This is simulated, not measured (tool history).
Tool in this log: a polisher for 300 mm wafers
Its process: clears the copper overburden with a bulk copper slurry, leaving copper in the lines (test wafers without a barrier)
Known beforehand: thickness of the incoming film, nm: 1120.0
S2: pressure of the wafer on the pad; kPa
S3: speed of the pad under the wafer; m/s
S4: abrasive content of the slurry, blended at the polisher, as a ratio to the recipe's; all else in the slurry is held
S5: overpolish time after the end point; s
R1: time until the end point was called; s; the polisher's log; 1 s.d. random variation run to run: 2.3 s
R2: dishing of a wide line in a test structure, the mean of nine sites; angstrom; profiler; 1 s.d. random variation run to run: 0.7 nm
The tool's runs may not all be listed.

run 1 hour=0.0 | flow_of_slurry_(ml/min)=160 S2=15.2 S3=1.26 S4=1.0 S5=22 | R1=130.95 R2=703.82
run 2 hour=5.9 | flow_of_slurry_(ml/min)=160 S2=15.2 S3=1.26 S4=1.0 S5=20 | R1=129.08 R2=679.33
run 3 hour=11.3 | flow_of_slurry_(ml/min)=135 S2=15.2 S3=1.26 S4=1.0 S5=20 | R1=134.08 R2=689.90
run 4 hour=12.4 | flow_of_slurry_(ml/min)=135 S2=18.6 S3=1.26 S4=1.0 S5=20 | R1=109.26 R2=739.02
run 5 hour=14.9 | flow_of_slurry_(ml/min)=135 S2=17.9 S3=1.26 S4=1.0 S5=19 | R1=113.95 R2=709.01
run 6 hour=21.5 | flow_of_slurry_(ml/min)=110 S2=17.9 S3=1.26 S4=1.0 S5=19 | R1=117.23 R2=704.44
run 7 hour=29.6 | flow_of_slurry_(ml/min)=110 S2=17.9 S3=1.26 S4=1.0 S5=18 | R1=118.49 R2=683.34
run 8 hour=37.8 | flow_of_slurry_(ml/min)=110 S2=17.9 S3=1.26 S4=1.0 S5=17 | R1=112.78 R2=666.50
run 9 hour=41.0 | flow_of_slurry_(ml/min)=110 S2=17.2 S3=1.26 S4=1.0 S5=17 | R1=117.17 R2=669.14
run 10 hour=48.4 | flow_of_slurry_(ml/min)=110 S2=17.2 S3=1.26 S4=1.0 S5=16 | R1=125.92 R2=652.25
run 11 hour=51.1 | flow_of_slurry_(ml/min)=115 S2=17.2 S3=1.30 S4=1.0 S5=9 | R1=116.26 R2=474.60

Forecast run 12:
run 12 hour=55.9 | flow_of_slurry_(ml/min)=115 S2=17.2 S3=1.28 S4=1.0 S5=10 | R1=? R2=?

Run 12 measured R1 122.63 s, R2 494.28 angstrom.

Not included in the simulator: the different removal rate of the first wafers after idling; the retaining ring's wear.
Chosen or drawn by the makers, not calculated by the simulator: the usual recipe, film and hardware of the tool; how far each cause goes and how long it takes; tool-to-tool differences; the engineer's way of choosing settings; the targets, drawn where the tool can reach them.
